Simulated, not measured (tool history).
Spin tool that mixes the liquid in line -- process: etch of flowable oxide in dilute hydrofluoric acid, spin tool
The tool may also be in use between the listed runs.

run,hour,temperature setpoint of the liquid (C),parts of water to one part of 49 % hydrofluoric acid (parts by volume),time under the liquid (s),thickness taken off the flowable oxide on a monitor wafer (Å)
1,0.0,23.0,280,170,118.100
2,4.5,23.0,185,170,196.330
3,6.8,23.0,140,170,270.710
4,12.7,23.0,140,180,290.140
5,19.8,22.0,170,180,221.840
6,21.8,22.0,170,180,221.100
7,23.4,21.0,185,180,192.520
8,28.0,17.0,285,180,97.642

What will run 9 give?
9,34.7,17.5,285,180,?

thickness taken off the flowable oxide on a monitor wafer (Å): 100.060
